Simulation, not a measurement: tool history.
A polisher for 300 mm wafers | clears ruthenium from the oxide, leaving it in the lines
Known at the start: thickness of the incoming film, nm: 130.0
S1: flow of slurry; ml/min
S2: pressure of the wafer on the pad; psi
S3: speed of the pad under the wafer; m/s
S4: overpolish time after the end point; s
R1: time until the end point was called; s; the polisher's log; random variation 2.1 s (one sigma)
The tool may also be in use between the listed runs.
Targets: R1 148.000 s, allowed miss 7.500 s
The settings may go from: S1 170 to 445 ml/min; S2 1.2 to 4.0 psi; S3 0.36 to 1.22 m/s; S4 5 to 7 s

Run 1, hour 0.0: S1 285 ml/min, S2 2.6 psi, S3 0.78 m/s, S4 7 s. Result: R1 115.030 s.
Run 2, hour 4.3: S1 285 ml/min, S2 2.4 psi, S3 0.78 m/s, S4 7 s. Result: R1 126.550 s.
Run 3, hour 5.7: S1 285 ml/min, S2 2.9 psi, S3 0.78 m/s, S4 7 s. Result: R1 102.850 s.
Run 4, hour 9.9: S1 285 ml/min, S2 2.9 psi, S3 0.70 m/s, S4 7 s. Result: R1 115.950 s.
Run 5, hour 15.8: S1 285 ml/min, S2 2.9 psi, S3 0.82 m/s, S4 7 s. Result: R1 98.496 s.
Run 6, hour 18.1: S1 285 ml/min, S2 2.5 psi, S3 0.82 m/s, S4 7 s. Result: R1 114.280 s.
Run 7, hour 21.8: S1 285 ml/min, S2 2.3 psi, S3 0.82 m/s, S4 7 s. Result: R1 126.710 s.
Run 8, hour 30.4: S1 285 ml/min, S2 2.2 psi, S3 0.82 m/s, S4 7 s. Result: R1 127.880 s.
Run 9, hour 36.5: S1 285 ml/min, S2 2.1 psi, S3 0.82 m/s, S4 7 s. Result: R1 136.940 s.

Which of these 4 next moves meets every target?
Run A, hour 42.6: S1 300 ml/min, S2 2.1 psi, S3 0.82 m/s, S4 7 s. Result: R1 ?.
Run B, hour 42.6: S1 300 ml/min, S2 2.5 psi, S3 0.74 m/s, S4 5 s. Result: R1 ?.
Run C, hour 42.6: S1 340 ml/min, S2 2.3 psi, S3 0.68 m/s, S4 7 s. Result: R1 ?.
Run D, hour 42.6: S1 315 ml/min, S2 1.9 psi, S3 0.92 m/s, S4 7 s. Result: R1 ?.

move       R1
   A  135.540
   B  125.850
   C  145.810
   D  133.560
A: further off than the last run
B: further off than the last run
C: meets every target
D: further off than the last run
Move C is the one to make.
